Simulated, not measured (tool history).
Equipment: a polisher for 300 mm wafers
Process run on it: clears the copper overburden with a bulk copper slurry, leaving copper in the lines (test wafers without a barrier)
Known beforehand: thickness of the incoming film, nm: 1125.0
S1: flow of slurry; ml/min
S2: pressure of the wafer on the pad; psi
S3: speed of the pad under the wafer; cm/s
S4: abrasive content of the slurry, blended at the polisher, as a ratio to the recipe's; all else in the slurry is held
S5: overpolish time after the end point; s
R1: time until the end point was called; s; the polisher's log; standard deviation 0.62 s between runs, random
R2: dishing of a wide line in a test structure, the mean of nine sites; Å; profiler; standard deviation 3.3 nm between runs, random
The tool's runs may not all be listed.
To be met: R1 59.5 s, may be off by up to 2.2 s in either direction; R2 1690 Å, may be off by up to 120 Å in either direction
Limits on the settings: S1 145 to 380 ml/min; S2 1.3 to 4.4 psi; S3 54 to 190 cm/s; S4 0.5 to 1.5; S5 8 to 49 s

Run 1, hour 0: S1 245 ml/min, S2 2.8 psi, S3 122 cm/s, S4 1, S5 25 s. Result: R1 81.328 s, R2 1208.5 Å.
Run 2, hour 3.2: S1 245 ml/min, S2 3.1 psi, S3 122 cm/s, S4 1, S5 27 s. Result: R1 73.089 s, R2 1368.6 Å.
Run 3, hour 5.6: S1 245 ml/min, S2 3.1 psi, S3 122 cm/s, S4 1.2, S5 27 s. Result: R1 70.306 s, R2 1411 Å.
Run 4, hour 6.9: S1 245 ml/min, S2 3.2 psi, S3 122 cm/s, S4 1.2, S5 28 s. Result: R1 68.447 s, R2 1499.5 Å.
Run 5, hour 11.4: S1 300 ml/min, S2 3.2 psi, S3 122 cm/s, S4 1.2, S5 28 s. Result: R1 67.247 s, R2 1448 Å.
Run 6, hour 13.9: S1 300 ml/min, S2 3.2 psi, S3 122 cm/s, S4 1.4, S5 28 s. Result: R1 64.617 s, R2 1405.5 Å.
Run 7, hour 17.8: S1 300 ml/min, S2 3.3 psi, S3 122 cm/s, S4 1.4, S5 30 s. Result: R1 62.769 s, R2 1511.1 Å.
Run 8, hour 20.3: S1 300 ml/min, S2 3.4 psi, S3 122 cm/s, S4 1.4, S5 31 s. Result: R1 61.825 s, R2 1559.9 Å.

Of the 4 settings listed for the next run, only one would bring every result within its allowed miss of target. Which one?
Run A, hour 22.8: S1 325 ml/min, S2 3.9 psi, S3 118 cm/s, S4 1.5, S5 21 s. Result: R1 ?, R2 ?.
Run B, hour 22.8: S1 285 ml/min, S2 4 psi, S3 122 cm/s, S4 1.2, S5 18 s. Result: R1 ?, R2 ?.
Run C, hour 22.8: S1 280 ml/min, S2 4 psi, S3 118 cm/s, S4 1.5, S5 32 s. Result: R1 ?, R2 ?.
Run D, hour 22.8: S1 345 ml/min, S2 3.7 psi, S3 114 cm/s, S4 1.4, S5 38 s. Result: R1 ?, R2 ?.

move      R1      R2
   A   54.67    1503
   B  55.061  1414.7
   C  54.054  1712.5
   D  60.184  1694.6
A: further off than the last run
B: further off than the last run
C: brings the result that was furthest off to its target, and leaves another outside
D: all results land within tolerance of their targets
Answer: D
